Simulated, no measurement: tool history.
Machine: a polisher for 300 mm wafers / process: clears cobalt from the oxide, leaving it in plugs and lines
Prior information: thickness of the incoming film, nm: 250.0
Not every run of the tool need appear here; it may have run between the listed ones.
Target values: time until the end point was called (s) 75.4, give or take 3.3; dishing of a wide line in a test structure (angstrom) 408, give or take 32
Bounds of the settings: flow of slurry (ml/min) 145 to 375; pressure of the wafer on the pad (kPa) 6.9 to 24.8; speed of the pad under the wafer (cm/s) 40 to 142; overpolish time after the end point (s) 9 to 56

run  hour  flow of slurry (ml/min)  pressure of the wafer on the pad (kPa)  speed of the pad under the wafer (cm/s)  overpolish time after the end point (s)  time until the end point was called (s)  dishing of a wide line in a test structure (angstrom)
  1     0                      240                                    15.9                                       90                                       29                                   43.545                                                 555.13
  2   1.5                      240                                    15.9                                      112                                       29                                   35.196                                                  567.8
  3     9                      235                                    13.1                                      106                                       24                                   44.185                                                 531.04
  4  11.6                      265                                    13.1                                      106                                       24                                   43.844                                                 529.09
  5  20.5                      270                                      11                                      102                                       20                                    54.74                                                 451.49
  6    24                      210                                      11                                      102                                       20                                   56.349                                                 436.38
  7  27.1                      210                                     9.7                                      102                                       21                                   62.192                                                 430.13
  8  35.4                      210                                     9.7                                      102                                       21                                   64.299                                                 441.71
  9  40.1                      210                                     6.9                                      100                                       15                                   87.039                                                 301.48
 10  43.3                      210                                     7.6                                      100                                       18                                    80.63                                                 345.19
 11  46.2                      210                                     8.3                                       98                                       27                                   76.053                                                 468.73
     48.4  -- head pressure recalibrated
 12  48.4                      210                                     8.3                                       98                                       25                                    79.85                                                 407.18
 13  56.9                      210                                     9.7                                       98                                       24                                    68.19                                                 437.94

Which single option among these 4 for the next run brings every result within its allowed miss of target? Just one does.
  A  65.4                      225                                     9.7                                      104                                       23                                        ?                                                      ?
  B  65.4                      170                                      11                                      102                                       20                                        ?                                                      ?
  C  65.4                      195                                     8.3                                      104                                       22                                        ?                                                      ?
  D  65.4                      255                                    10.3                                      110                                       22                                        ?                                                      ?

move  time until the end point was called (s)  dishing of a wide line in a test structure (angstrom)
   A                                   64.196                                                 449.34
   B                                   59.436                                                 435.28
   C                                   75.464                                                 404.59
   D                                   56.295                                                 467.05
A: the biggest miss grows against the last run
B: the biggest miss grows against the last run
C: all results in spec
D: the biggest miss grows against the last run
C meets every target.
